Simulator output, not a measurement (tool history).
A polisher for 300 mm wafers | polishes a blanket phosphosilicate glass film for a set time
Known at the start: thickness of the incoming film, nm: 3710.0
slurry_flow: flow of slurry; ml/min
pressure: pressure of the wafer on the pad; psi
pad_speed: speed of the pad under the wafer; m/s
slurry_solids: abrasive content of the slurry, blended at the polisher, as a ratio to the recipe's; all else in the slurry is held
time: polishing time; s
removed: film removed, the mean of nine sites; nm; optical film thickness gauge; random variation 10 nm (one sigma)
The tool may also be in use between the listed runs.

| run | day | slurry_flow | pressure | pad_speed | slurry_solids | time | removed |
|---|---|---|---|---|---|---|---|
| 1 | 0 | 240 | 2 | 1.16 | 1 | 98 | 525.04 |
| 2 | 0.338 | 240 | 2.5 | 1.16 | 1 | 98 | 678.46 |
| 3 | 0.45 | 240 | 2.6 | 1.16 | 1 | 98 | 698.83 |
| 4 | 0.654 | 240 | 2.6 | 1.16 | 0.85 | 98 | 638.79 |
|  | 0.942 | slurry blender recalibrated |
| 5 | 0.942 | 240 | 2.7 | 1.16 | 0.85 | 98 | 726.14 |
| 6 | 1.212 | 240 | 2.7 | 0.88 | 0.85 | 98 | 575.54 |
| 7 | 1.567 | 240 | 2.8 | 0.9 | 0.85 | 98 | 614.99 |

Run 8 comes next. What will it give?
| 8 | 1.796 | 240 | 2.9 | 0.92 | 0.85 | 98 | ? |

removed: 632.48 nm
